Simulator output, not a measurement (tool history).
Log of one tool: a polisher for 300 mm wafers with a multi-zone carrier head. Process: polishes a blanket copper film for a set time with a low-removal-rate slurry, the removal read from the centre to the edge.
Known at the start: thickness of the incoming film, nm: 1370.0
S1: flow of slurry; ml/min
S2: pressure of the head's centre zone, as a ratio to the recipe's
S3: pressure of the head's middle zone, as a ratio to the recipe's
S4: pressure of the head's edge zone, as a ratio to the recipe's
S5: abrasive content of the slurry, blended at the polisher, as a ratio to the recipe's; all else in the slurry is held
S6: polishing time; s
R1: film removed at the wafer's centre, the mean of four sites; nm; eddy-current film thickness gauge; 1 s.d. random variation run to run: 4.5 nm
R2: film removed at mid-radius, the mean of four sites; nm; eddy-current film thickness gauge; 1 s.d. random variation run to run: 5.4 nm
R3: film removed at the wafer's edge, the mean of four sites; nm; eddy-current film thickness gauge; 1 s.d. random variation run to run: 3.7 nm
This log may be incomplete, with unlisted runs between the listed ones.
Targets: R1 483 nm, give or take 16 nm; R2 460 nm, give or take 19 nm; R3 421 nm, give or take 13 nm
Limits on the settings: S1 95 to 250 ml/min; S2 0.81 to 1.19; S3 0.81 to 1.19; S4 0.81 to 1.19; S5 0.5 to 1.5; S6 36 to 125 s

run,day,S1,S2,S3,S4,S5,S6,R1,R2,R3
1,0,160,1,1,1,1,80,305.15,305.86,301.31
2,0.067,160,1,1,1,1,100,382.8,380.08,379.5
3,0.117,160,0.93,1,1,1,100,351.39,378.28,376.04
4,0.329,125,0.93,1,1,1,100,340.42,365.23,366.42
5,0.354,125,0.93,1,1,0.9,100,325.01,355.87,353.5
6,0.712,135,0.96,1.02,1.01,0.9,100,345.78,358.51,365.79
7,1.054,180,1.06,1.12,0.91,1.15,102,433.37,456.06,383.8
8,1.196,185,1.07,1.11,0.92,1.15,102,438.86,451.11,391.61
9,1.538,190,1.08,1.11,0.93,1.15,102,440.12,454.05,399.7
10,1.867,195,1.09,1.11,0.93,1.15,102,453.39,450.83,393.07
11,2.238,200,1.09,1.11,0.94,1.15,102,448.66,441.61,390.37
12,2.592,200,1.09,1.11,0.94,1.2,102,455.92,450.32,396.39

4 next moves are on the table. One of them brings every result within its allowed miss. Which?
A,2.946,250,1.18,1.09,0.87,1.05,105,?,?,?
B,2.946,245,1.1,1.07,0.98,0.9,110,?,?,?
C,2.946,215,0.98,1.12,0.88,1.2,109,?,?,?
D,2.946,215,1.15,1.17,0.9,1.45,104,?,?,?

move,R1,R2,R3
A,512.02,462.29,395.12
B,482.22,458.77,419.61
C,450.07,498.4,419.49
D,523.88,516.09,422.43
A: the biggest miss grows against the last run
B: in spec on every target
C: the worst result of the last run now meets its target, but another is out of spec
D: the worst result of the last run now meets its target, but another is out of spec
B is the move that brings every result within its allowed miss.
